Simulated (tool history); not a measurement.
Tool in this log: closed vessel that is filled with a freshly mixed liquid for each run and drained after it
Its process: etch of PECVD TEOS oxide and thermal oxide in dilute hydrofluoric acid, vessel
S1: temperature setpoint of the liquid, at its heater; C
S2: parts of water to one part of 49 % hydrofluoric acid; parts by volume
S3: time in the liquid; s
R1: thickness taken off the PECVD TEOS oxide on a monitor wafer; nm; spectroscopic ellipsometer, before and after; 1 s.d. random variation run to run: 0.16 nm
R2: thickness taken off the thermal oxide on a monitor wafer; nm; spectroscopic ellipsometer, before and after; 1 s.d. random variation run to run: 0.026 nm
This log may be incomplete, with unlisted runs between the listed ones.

Run 1, hour 0.0: S1 22.0 C, S2 140 parts by volume, S3 300 s. Result: R1 29.826 nm, R2 8.3815 nm.
Run 2, hour 5.7: S1 21.5 C, S2 140 parts by volume, S3 300 s. Result: R1 29.324 nm, R2 8.1534 nm.
Run 3, hour 9.8: S1 24.5 C, S2 140 parts by volume, S3 300 s. Result: R1 33.190 nm, R2 9.1622 nm.
Run 4, hour 12.9: S1 27.5 C, S2 140 parts by volume, S3 300 s. Result: R1 37.048 nm, R2 10.3090 nm.
Run 5, hour 21.6: S1 27.5 C, S2 160 parts by volume, S3 300 s. Result: R1 31.700 nm, R2 8.7641 nm.
Run 6, hour 24.5: S1 27.0 C, S2 160 parts by volume, S3 300 s. Result: R1 30.817 nm, R2 8.6077 nm.
Run 7, hour 33.3: S1 26.5 C, S2 160 parts by volume, S3 300 s. Result: R1 30.333 nm, R2 8.4829 nm.

Forecast run 8:
Run 8, hour 35.6: S1 26.0 C, S2 160 parts by volume, S3 300 s. Result: R1 ?, R2 ?.

{"run 8": {"R1": 29.77, "R2": 8.3425}}
